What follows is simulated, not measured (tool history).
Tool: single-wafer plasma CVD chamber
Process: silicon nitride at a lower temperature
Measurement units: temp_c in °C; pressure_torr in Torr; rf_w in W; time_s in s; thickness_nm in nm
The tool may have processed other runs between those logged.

{"run": 1, "hour": 0.0, "temp_c": 350, "pressure_torr": 1.25, "rf_w": 325, "time_s": 28.5, "thickness_nm": 31.814}
{"run": 2, "hour": 5.4, "temp_c": 350, "pressure_torr": 1.25, "rf_w": 325, "time_s": 28.5, "thickness_nm": 31.873}
{"run": 3, "hour": 13.0, "temp_c": 350, "pressure_torr": 1.15, "rf_w": 315, "time_s": 28.4, "thickness_nm": 30.278}
{"run": 4, "hour": 13.8, "temp_c": 341, "pressure_torr": 1.15, "rf_w": 315, "time_s": 28.4, "thickness_nm": 30.581}
{"run": 5, "hour": 18.8, "temp_c": 341, "pressure_torr": 1.28, "rf_w": 315, "time_s": 28.4, "thickness_nm": 31.213}
{"run": 6, "hour": 26.5, "temp_c": 341, "pressure_torr": 1.43, "rf_w": 315, "time_s": 28.4, "thickness_nm": 32.069}
{"run": 7, "hour": 29.5, "temp_c": 341, "pressure_torr": 1.34, "rf_w": 300, "time_s": 28.3, "thickness_nm": 30.437}

Forecast run 8:
{"run": 8, "hour": 35.9, "temp_c": 341, "pressure_torr": 1.28, "rf_w": 295, "time_s": 28.3, "thickness_nm": "?"}

{"run 8": {"thickness_nm": 29.841}}
